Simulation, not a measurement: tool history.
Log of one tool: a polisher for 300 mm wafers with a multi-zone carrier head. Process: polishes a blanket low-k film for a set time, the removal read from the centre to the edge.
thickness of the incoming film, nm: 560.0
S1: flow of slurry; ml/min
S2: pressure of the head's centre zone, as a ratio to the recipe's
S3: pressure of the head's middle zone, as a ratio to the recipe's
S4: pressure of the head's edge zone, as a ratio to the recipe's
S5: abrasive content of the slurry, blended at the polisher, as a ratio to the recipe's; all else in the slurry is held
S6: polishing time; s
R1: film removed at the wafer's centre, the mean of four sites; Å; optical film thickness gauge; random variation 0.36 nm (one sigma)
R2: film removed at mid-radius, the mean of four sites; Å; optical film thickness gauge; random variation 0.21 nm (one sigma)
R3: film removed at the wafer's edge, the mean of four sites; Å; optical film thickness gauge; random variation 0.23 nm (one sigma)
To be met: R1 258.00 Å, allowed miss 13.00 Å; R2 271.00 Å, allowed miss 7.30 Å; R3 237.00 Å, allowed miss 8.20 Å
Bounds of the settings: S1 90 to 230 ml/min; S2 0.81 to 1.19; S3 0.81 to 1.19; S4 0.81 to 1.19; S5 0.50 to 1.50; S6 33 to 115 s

Run 1, hour 0.0: S1 150 ml/min, S2 1.00, S3 1.00, S4 1.00, S5 1.00, S6 73 s. Result: R1 336.63 Å, R2 329.88 Å, R3 323.90 Å.
Run 2, hour 4.0: S1 150 ml/min, S2 1.00, S3 1.07, S4 1.00, S5 1.00, S6 73 s. Result: R1 328.77 Å, R2 347.26 Å, R3 326.60 Å.
Run 3, hour 11.8: S1 150 ml/min, S2 1.00, S3 1.07, S4 0.96, S5 0.90, S6 73 s. Result: R1 307.58 Å, R2 327.28 Å, R3 299.60 Å.
Run 4, hour 18.5: S1 145 ml/min, S2 1.00, S3 1.06, S4 0.93, S5 0.85, S6 73 s. Result: R1 297.04 Å, R2 312.22 Å, R3 284.97 Å.
Run 5, hour 20.7: S1 145 ml/min, S2 1.00, S3 1.06, S4 0.93, S5 0.85, S6 55 s. Result: R1 225.33 Å, R2 232.84 Å, R3 215.40 Å.
Run 6, hour 28.8: S1 160 ml/min, S2 1.01, S3 1.08, S4 0.94, S5 0.85, S6 55 s. Result: R1 238.59 Å, R2 243.21 Å, R3 217.92 Å.
Run 7, hour 35.1: S1 170 ml/min, S2 1.00, S3 1.09, S4 0.96, S5 0.85, S6 55 s. Result: R1 233.81 Å, R2 244.68 Å, R3 222.20 Å.
Run 8, hour 38.5: S1 175 ml/min, S2 1.01, S3 1.11, S4 0.97, S5 0.85, S6 55 s. Result: R1 238.26 Å, R2 250.99 Å, R3 224.08 Å.
Run 9, hour 39.5: S1 180 ml/min, S2 1.02, S3 1.12, S4 0.98, S5 0.85, S6 55 s. Result: R1 236.38 Å, R2 252.89 Å, R3 220.76 Å.
Run 10, hour 40.0: S1 185 ml/min, S2 1.03, S3 1.12, S4 0.99, S5 0.85, S6 55 s. Result: R1 242.60 Å, R2 255.32 Å, R3 225.98 Å.

Which of these 5 next moves meets every target?
Run A, hour 40.5: S1 165 ml/min, S2 1.00, S3 1.19, S4 0.98, S5 0.80, S6 57 s. Result: R1 ?, R2 ?, R3 ?.
Run B, hour 40.5: S1 165 ml/min, S2 1.05, S3 0.98, S4 1.05, S5 0.85, S6 57 s. Result: R1 ?, R2 ?, R3 ?.
Run C, hour 40.5: S1 185 ml/min, S2 0.97, S3 0.95, S4 1.07, S5 0.65, S6 70 s. Result: R1 ?, R2 ?, R3 ?.
Run D, hour 40.5: S1 230 ml/min, S2 1.02, S3 1.10, S4 0.97, S5 1.10, S6 50 s. Result: R1 ?, R2 ?, R3 ?.
Run E, hour 40.5: S1 175 ml/min, S2 1.09, S3 1.19, S4 0.90, S5 0.75, S6 60 s. Result: R1 ?, R2 ?, R3 ?.

move      R1      R2      R3
   A  229.72  263.27  220.29
   B  250.83  232.12  236.71
   C  238.03  232.09  243.83
   D  260.87  272.53  240.48
   E  254.53  267.05  215.53
A: as far off as the last run
B: further off than the last run
C: further off than the last run
D: meets every target
E: brings the result that was furthest off to its target, and leaves another outside
Move D is the one to make.
